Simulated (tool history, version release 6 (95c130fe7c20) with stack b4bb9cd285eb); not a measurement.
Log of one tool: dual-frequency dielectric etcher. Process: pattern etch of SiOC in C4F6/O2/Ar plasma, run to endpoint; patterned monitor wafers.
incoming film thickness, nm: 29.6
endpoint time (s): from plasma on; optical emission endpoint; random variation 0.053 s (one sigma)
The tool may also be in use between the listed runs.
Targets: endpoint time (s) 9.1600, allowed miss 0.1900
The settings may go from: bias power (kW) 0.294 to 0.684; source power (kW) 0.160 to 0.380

run  hour  bias power (kW)  source power (kW)  endpoint time (s)
  1   0.0            0.489              0.270            10.5270
  2   1.9            0.489              0.250            10.9000
  3   9.0            0.573              0.250            10.3110
  4  12.4            0.585              0.260             9.9576
  5  18.4            0.585              0.290             9.4049
  6  24.5            0.589              0.290             9.4216
  7  28.3            0.593              0.290             9.4233
  8  34.5            0.597              0.290             9.4244
  9  38.3            0.601              0.290             9.3935
 10  44.6            0.601              0.290             9.3357
 11  49.7            0.604              0.290             9.3456
 12  53.1            0.607              0.290             9.4753

4 next moves are on the table. One of them brings every result within its allowed miss. Which?
  A  56.5            0.540              0.280                  ?
  B  56.5            0.643              0.290                  ?
  C  56.5            0.677              0.250                  ?
  D  56.5            0.612              0.330                  ?

move  endpoint time (s)
   A             9.9069
   B             9.1259
   C             9.6769
   D             8.7138
A: further off than the last run
B: meets every target
C: further off than the last run
D: takes the result that was furthest off past its target
Answer: B

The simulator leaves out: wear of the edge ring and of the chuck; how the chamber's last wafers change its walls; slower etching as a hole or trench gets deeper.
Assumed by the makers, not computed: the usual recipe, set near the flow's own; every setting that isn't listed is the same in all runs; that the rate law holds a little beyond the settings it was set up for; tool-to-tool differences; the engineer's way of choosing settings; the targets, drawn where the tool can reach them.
